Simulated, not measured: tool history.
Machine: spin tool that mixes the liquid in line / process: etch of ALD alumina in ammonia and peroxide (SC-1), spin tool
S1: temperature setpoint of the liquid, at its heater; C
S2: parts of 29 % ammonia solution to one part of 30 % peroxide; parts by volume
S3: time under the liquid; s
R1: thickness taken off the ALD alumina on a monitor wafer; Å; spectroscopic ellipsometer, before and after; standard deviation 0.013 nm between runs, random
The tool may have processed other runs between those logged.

| run | day | S1 | S2 | S3 | R1 |
|---|---|---|---|---|---|
| 1 | 0 | 56 | 0.75 | 55 | 32.965 |
| 2 | 0.05 | 55 | 0.75 | 55 | 31.536 |
| 3 | 0.425 | 55 | 0.5 | 55 | 30.204 |
| 4 | 0.583 | 54.5 | 0.5 | 55 | 29.404 |
| 5 | 0.779 | 59.5 | 0.5 | 55 | 38.338 |
| 6 | 0.9 | 59.5 | 0.3 | 55 | 36.453 |

Run 7 comes next. What will it give?
| 7 | 1.179 | 58 | 0.3 | 55 | ? |

{"run 7": {"R1": 33.513}}
